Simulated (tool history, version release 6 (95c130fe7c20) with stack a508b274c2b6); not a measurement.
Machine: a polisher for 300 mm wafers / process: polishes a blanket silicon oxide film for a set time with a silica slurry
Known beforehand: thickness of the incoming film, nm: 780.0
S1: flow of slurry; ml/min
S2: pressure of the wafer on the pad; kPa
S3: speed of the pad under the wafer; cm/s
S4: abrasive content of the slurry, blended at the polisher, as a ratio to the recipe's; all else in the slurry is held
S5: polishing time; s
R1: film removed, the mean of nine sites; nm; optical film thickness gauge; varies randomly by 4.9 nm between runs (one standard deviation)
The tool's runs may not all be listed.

| run | day | S1 | S2 | S3 | S4 | S5 | R1 |
|---|---|---|---|---|---|---|---|
| 1 | 0 | 135 | 21.4 | 116 | 1 | 103 | 216.82 |
| 2 | 0.308 | 135 | 21.4 | 116 | 0.85 | 103 | 192.07 |
| 3 | 0.562 | 140 | 24.8 | 122 | 0.85 | 103 | 236.04 |
| 4 | 0.908 | 140 | 24.8 | 122 | 1 | 103 | 250.54 |
| 5 | 1.083 | 140 | 26.9 | 128 | 1 | 103 | 284.61 |
| 6 | 1.288 | 140 | 26.9 | 128 | 1 | 108 | 297.02 |
| 7 | 1.5 | 140 | 29 | 130 | 1 | 108 | 322.6 |
| 8 | 1.65 | 145 | 30.3 | 132 | 1 | 108 | 343.46 |
| 9 | 1.796 | 145 | 33.8 | 140 | 1 | 108 | 386.68 |

Run 10 is up next; what results do you expect?
| 10 | 2.046 | 145 | 33.8 | 142 | 1 | 108 | ? |

{"run 10": {"R1": 389.37}}
